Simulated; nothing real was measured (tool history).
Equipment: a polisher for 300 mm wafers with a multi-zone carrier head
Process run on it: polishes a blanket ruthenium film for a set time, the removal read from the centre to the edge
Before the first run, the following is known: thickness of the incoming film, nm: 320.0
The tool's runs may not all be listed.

| run | hour | flow of slurry (ml/min) | pressure of the head's centre zone | pressure of the head's middle zone | pressure of the head's edge zone | polishing time (s) | film removed at the wafer's centre (angstrom) | film removed at mid-radius (angstrom) | film removed at the wafer's edge (angstrom) |
|---|---|---|---|---|---|---|---|---|---|
| 1 | 0 | 120 | 1 | 1 | 1 | 86 | 929.52 | 917.18 | 917.58 |
| 2 | 3.8 | 120 | 1 | 1 | 1.04 | 86 | 937.51 | 909.09 | 945.8 |
| 3 | 11.4 | 135 | 0.98 | 1.03 | 1.05 | 86 | 936.35 | 964.29 | 941.51 |
| 4 | 17.5 | 140 | 0.97 | 1.04 | 1.08 | 87 | 966.92 | 997.32 | 989.02 |
| 5 | 18.7 | 140 | 0.97 | 1.04 | 1.13 | 87 | 930.16 | 976.33 | 996.49 |
| 6 | 27 | 140 | 0.91 | 1.04 | 1.13 | 87 | 896.09 | 976.58 | 1022.7 |
| 7 | 34.1 | 150 | 0.92 | 1.05 | 1.13 | 87 | 906.92 | 1028.2 | 1013.6 |

Run 8 comes next. What will it give?
| 8 | 39.5 | 155 | 0.93 | 1.05 | 1.13 | 88 | ? | ? | ? |

Run 8 gave film removed at the wafer's centre (angstrom) 939.57, film removed at mid-radius (angstrom) 1039.7, film removed at the wafer's edge (angstrom) 1036.
